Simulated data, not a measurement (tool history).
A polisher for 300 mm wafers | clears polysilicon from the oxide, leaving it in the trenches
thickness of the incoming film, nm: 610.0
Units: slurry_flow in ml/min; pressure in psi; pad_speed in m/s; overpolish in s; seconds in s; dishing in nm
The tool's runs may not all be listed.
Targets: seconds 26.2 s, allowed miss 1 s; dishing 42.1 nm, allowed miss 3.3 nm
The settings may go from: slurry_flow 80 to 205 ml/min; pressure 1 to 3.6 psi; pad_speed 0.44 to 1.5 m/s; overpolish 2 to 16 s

run 1 hour=0 | slurry_flow=135 pressure=2.3 pad_speed=0.96 overpolish=8 | seconds=42.197 dishing=41.811
run 2 hour=5.4 | slurry_flow=140 pressure=2.5 pad_speed=0.96 overpolish=7 | seconds=39.32 dishing=41.663
run 3 hour=12.4 | slurry_flow=120 pressure=2.5 pad_speed=0.96 overpolish=7 | seconds=40.923 dishing=39.402
run 4 hour=20.4 | slurry_flow=120 pressure=2.5 pad_speed=0.96 overpolish=4 | seconds=41.567 dishing=32.037
run 5 hour=27.1 | slurry_flow=120 pressure=2.7 pad_speed=0.96 overpolish=4 | seconds=38.078 dishing=33.73
run 6 hour=30.3 | slurry_flow=120 pressure=2.7 pad_speed=0.96 overpolish=5 | seconds=38.995 dishing=37.897
run 7 hour=35.9 | slurry_flow=130 pressure=2.9 pad_speed=0.98 overpolish=4 | seconds=34.774 dishing=35.856
run 8 hour=41.4 | slurry_flow=135 pressure=3 pad_speed=0.98 overpolish=4 | seconds=34.454 dishing=34.988
run 9 hour=43.3 | slurry_flow=135 pressure=3.1 pad_speed=1 overpolish=4 | seconds=32.585 dishing=36.954
run 10 hour=45.6 | slurry_flow=150 pressure=3.6 pad_speed=1 overpolish=5 | seconds=28.148 dishing=42.438
run 11 hour=49.9 | slurry_flow=150 pressure=3.6 pad_speed=1.02 overpolish=5 | seconds=27.352 dishing=40.698
run 12 hour=51 | slurry_flow=150 pressure=3.6 pad_speed=1.04 overpolish=5 | seconds=27.768 dishing=41.779

Which of these 5 next moves meets every target?
run A hour=52.1 | slurry_flow=155 pressure=3.4 pad_speed=1.02 overpolish=6 | seconds=? dishing=?
run B hour=52.1 | slurry_flow=175 pressure=3.4 pad_speed=1 overpolish=6 | seconds=? dishing=?
run C hour=52.1 | slurry_flow=145 pressure=3.6 pad_speed=0.98 overpolish=8 | seconds=? dishing=?
run D hour=52.1 | slurry_flow=155 pressure=3.4 pad_speed=1 overpolish=6 | seconds=? dishing=?
run E hour=52.1 | slurry_flow=115 pressure=3.6 pad_speed=1.14 overpolish=5 | seconds=? dishing=?

move=A seconds=28.939 dishing=42.615
move=B seconds=28.93 dishing=42.617
move=C seconds=28.805 dishing=44.658
move=D seconds=29.421 dishing=42.463
move=E seconds=26.329 dishing=41.767
A: further off than the last run
B: further off than the last run
C: further off than the last run
D: further off than the last run
E: meets every target
The right move is E.

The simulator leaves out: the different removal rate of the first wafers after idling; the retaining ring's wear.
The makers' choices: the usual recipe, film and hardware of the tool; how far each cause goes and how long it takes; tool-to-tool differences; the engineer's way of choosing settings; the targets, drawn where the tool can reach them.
